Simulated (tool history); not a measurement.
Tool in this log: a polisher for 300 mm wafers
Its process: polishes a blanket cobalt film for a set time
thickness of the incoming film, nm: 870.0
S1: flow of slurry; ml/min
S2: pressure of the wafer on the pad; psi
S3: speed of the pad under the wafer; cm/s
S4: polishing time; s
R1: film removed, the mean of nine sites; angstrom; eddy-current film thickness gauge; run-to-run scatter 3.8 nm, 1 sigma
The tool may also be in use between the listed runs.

| run | day | S1 | S2 | S3 | S4 | R1 |
|---|---|---|---|---|---|---|
| 1 | 0 | 220 | 1.7 | 108 | 78 | 3169.6 |
| 2 | 0.338 | 225 | 1.8 | 108 | 78 | 3280.1 |
| 3 | 0.579 | 225 | 2 | 108 | 78 | 3624.7 |
| 4 | 0.929 | 225 | 2.1 | 108 | 78 | 3691.5 |
| 5 | 1.296 | 225 | 2.2 | 110 | 78 | 3917.5 |
|  | 1.438 | worn pad replaced by a new one |
| 6 | 1.438 | 225 | 2.2 | 88 | 78 | 3380.1 |
| 7 | 1.567 | 225 | 2.3 | 92 | 78 | 3652.5 |
| 8 | 1.858 | 225 | 2.4 | 96 | 78 | 3978.9 |
| 9 | 2.083 | 250 | 2.7 | 102 | 78 | 4613.9 |

What will run 10 give?
| 10 | 2.15 | 250 | 2.7 | 104 | 78 | ? |

R1: 4717.5 angstrom
